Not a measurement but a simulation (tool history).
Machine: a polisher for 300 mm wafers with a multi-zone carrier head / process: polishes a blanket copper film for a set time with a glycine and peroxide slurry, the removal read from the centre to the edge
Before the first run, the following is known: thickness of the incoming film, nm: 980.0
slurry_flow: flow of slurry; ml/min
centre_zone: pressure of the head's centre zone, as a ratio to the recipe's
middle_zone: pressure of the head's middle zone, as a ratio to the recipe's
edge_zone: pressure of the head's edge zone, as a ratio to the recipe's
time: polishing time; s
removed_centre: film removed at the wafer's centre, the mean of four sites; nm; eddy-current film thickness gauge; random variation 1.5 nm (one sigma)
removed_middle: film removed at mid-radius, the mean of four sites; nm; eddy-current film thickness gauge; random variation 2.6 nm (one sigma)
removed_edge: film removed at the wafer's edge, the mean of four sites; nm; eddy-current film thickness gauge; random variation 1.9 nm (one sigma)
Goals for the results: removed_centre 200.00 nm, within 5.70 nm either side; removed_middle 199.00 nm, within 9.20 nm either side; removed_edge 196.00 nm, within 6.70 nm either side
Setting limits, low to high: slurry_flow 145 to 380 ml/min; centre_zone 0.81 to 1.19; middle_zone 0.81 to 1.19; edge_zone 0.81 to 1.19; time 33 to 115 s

run	hour	slurry_flow	centre_zone	middle_zone	edge_zone	time	removed_centre	removed_middle	removed_edge
1	0.0	245	1.00	1.00	1.00	73	229.77	230.26	234.37
2	7.6	245	1.00	1.00	0.94	73	232.78	229.33	230.87
3	8.4	245	1.05	1.00	0.94	73	245.54	223.88	227.09
4	13.3	240	1.04	1.00	0.93	71	233.15	221.33	219.85
5	22.2	235	1.03	0.99	0.92	70	226.90	215.16	217.26
6	25.3	280	1.03	0.99	0.92	70	234.18	220.12	219.09
7	25.9	275	1.02	0.99	0.91	69	225.86	220.24	216.78
8	26.7	265	1.02	0.99	0.90	68	221.23	212.69	212.64

Next run, 5 choices. One meets every target within its allowed miss, the rest don't. Which?
A	27.5	280	1.02	0.88	0.94	61	?	?	?
B	27.5	300	1.05	1.08	1.04	58	?	?	?
C	27.5	285	1.15	1.19	0.90	59	?	?	?
D	27.5	190	1.06	1.01	0.89	65	?	?	?
E	27.5	280	1.02	1.12	0.85	64	?	?	?

move	removed_centre	removed_middle	removed_edge
A	198.74	173.23	192.45
B	196.45	197.06	192.67
C	217.85	216.63	181.95
D	207.23	195.96	191.49
E	208.86	222.75	192.21
A: the furthest-off result lands on target, but another misses its tolerance
B: hits every target within its allowed miss
C: nearer the targets than the last run, but a result is still out of spec
D: nearer the targets than the last run, but a result is still out of spec
E: nearer the targets than the last run, but a result is still out of spec
Answer: B
